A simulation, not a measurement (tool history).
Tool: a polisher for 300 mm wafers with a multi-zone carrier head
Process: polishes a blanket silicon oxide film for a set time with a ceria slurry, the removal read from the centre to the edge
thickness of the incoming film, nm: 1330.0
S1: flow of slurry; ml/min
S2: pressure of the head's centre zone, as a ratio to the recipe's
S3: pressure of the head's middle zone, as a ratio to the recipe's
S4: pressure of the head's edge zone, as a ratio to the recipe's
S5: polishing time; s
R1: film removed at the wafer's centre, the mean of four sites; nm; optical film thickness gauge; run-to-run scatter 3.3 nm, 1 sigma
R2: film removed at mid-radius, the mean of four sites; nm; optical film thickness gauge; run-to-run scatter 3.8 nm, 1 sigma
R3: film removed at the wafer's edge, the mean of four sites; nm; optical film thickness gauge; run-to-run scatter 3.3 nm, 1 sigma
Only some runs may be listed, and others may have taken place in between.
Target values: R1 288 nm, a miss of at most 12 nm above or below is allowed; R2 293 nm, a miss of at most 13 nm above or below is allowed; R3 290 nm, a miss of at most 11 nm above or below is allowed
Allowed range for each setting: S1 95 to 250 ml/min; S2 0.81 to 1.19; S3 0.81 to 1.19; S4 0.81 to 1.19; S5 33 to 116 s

run  hour   S1    S2    S3    S4  S5      R1      R2      R3
  1     0  160     1     1     1  74  488.53  508.37  497.03
  2     8  155  0.99  0.99  0.98  67   443.7  445.59  444.27
  3  16.6  150  0.97  0.99  0.96  62  394.99  414.57  399.35
  4  21.1  150  0.97  0.94  0.96  62  385.93  389.66  404.39
  5  29.6  150  0.97  0.94  1.02  62   393.7  392.59  409.72
  6  36.3  145  0.97  0.94  1.01  58  363.83  358.21  393.19
  7  39.6  150  0.96  0.93  0.98  55  348.75  350.37  369.37
  8  48.3  150  0.96  0.93  0.96  53  335.15   334.4   341.7
  9  49.6  150  0.95  0.92  0.94  52   328.3  326.27  335.98
 10  54.5  150  0.94  0.91  0.92  51  310.91  314.25  331.28
 11  56.2  150  0.94  0.91   0.9  50  310.36  308.28  311.92
 12  60.8  120   0.9   0.9  0.86  49  274.02  294.86   298.6

4 next moves are on the table. One of them brings every result within its allowed miss. Which?
  A  65.4  150  0.92  0.92  0.85  48   ?   ?   ?
  B  65.4  130  0.92  0.88     1  47   ?   ?   ?
  C  65.4  145  0.81  0.86  0.91  50   ?   ?   ?
  D  65.4  130  0.82  0.92  0.82  50   ?   ?   ?

move      R1      R2      R3
   A  291.84  297.25  290.18
   B  277.26  273.15  300.84
   C  265.43  291.21  310.69
   D   262.7  301.74  291.94
A: in spec on every target
B: brings the last run's worst result on target, with another outside its allowed miss
C: further off than the last run
D: further off than the last run
A meets every target.
